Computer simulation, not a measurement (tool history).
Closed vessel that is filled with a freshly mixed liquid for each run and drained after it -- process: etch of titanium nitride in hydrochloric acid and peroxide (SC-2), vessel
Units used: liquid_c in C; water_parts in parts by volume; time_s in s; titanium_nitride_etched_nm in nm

run 1 hour=0 | liquid_c=51 water_parts=12 time_s=2795 | titanium_nitride_etched_nm=66.955
run 2 hour=6.4 | liquid_c=54 water_parts=12 time_s=2795 | titanium_nitride_etched_nm=80.775
run 3 hour=11.9 | liquid_c=58 water_parts=12 time_s=2795 | titanium_nitride_etched_nm=104.93
run 4 hour=16.3 | liquid_c=58 water_parts=16 time_s=2795 | titanium_nitride_etched_nm=81.362
run 5 hour=18.1 | liquid_c=58 water_parts=17.5 time_s=2795 | titanium_nitride_etched_nm=74.691
run 6 hour=26.8 | liquid_c=58 water_parts=14.5 time_s=2795 | titanium_nitride_etched_nm=89.164
run 7 hour=32.4 | liquid_c=59.5 water_parts=14.5 time_s=2795 | titanium_nitride_etched_nm=97.693

What will run 8 give?
run 8 hour=39.3 | liquid_c=60.5 water_parts=14.5 time_s=2795 | titanium_nitride_etched_nm=?

Run 8 produced titanium_nitride_etched_nm 104.25 nm.

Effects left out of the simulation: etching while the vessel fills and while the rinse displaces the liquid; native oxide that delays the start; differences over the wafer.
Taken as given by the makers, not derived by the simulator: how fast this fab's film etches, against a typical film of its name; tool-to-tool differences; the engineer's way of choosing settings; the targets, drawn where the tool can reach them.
